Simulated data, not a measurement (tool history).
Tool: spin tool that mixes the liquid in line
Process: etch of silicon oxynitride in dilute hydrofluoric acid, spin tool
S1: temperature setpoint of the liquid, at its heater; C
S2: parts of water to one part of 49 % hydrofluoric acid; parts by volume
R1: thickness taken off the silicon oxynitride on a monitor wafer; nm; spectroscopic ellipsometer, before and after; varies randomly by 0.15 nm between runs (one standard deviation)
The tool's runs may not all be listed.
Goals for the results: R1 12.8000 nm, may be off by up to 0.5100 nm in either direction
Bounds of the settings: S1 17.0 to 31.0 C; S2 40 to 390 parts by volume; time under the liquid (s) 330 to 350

Run 1, day 0.000: S1 23.0 C, S2 215 parts by volume, time under the liquid (s) 330. Result: R1 5.8111 nm.
Run 2, day 0.054: S1 24.5 C, S2 195 parts by volume, time under the liquid (s) 330. Result: R1 6.9605 nm.
Run 3, day 0.425: S1 26.0 C, S2 180 parts by volume, time under the liquid (s) 330. Result: R1 8.2451 nm.
Run 4, day 0.458: S1 27.0 C, S2 170 parts by volume, time under the liquid (s) 330. Result: R1 9.0466 nm.
Run 5, day 0.762: S1 28.0 C, S2 165 parts by volume, time under the liquid (s) 330. Result: R1 9.8147 nm.
Run 6, day 0.804: S1 28.5 C, S2 160 parts by volume, time under the liquid (s) 330. Result: R1 10.3780 nm.
Run 7, day 0.862: S1 29.0 C, S2 155 parts by volume, time under the liquid (s) 330. Result: R1 11.0610 nm.
Run 8, day 1.079: S1 31.0 C, S2 140 parts by volume, time under the liquid (s) 330. Result: R1 13.5130 nm.

Exactly one of the 4 candidate moves below puts every result within its allowed miss. Which one?
Run A, day 1.296: S1 31.0 C, S2 140 parts by volume, time under the liquid (s) 350. Result: R1 ?.
Run B, day 1.296: S1 27.0 C, S2 125 parts by volume, time under the liquid (s) 330. Result: R1 ?.
Run C, day 1.296: S1 29.0 C, S2 130 parts by volume, time under the liquid (s) 350. Result: R1 ?.
Run D, day 1.296: S1 31.0 C, S2 145 parts by volume, time under the liquid (s) 350. Result: R1 ?.

move       R1
   A  14.4470
   B  12.9660
   C  14.3950
   D  13.8790
A: the biggest miss grows against the last run
B: each result inside its tolerance
C: the biggest miss grows against the last run
D: the biggest miss grows against the last run
Answer: B

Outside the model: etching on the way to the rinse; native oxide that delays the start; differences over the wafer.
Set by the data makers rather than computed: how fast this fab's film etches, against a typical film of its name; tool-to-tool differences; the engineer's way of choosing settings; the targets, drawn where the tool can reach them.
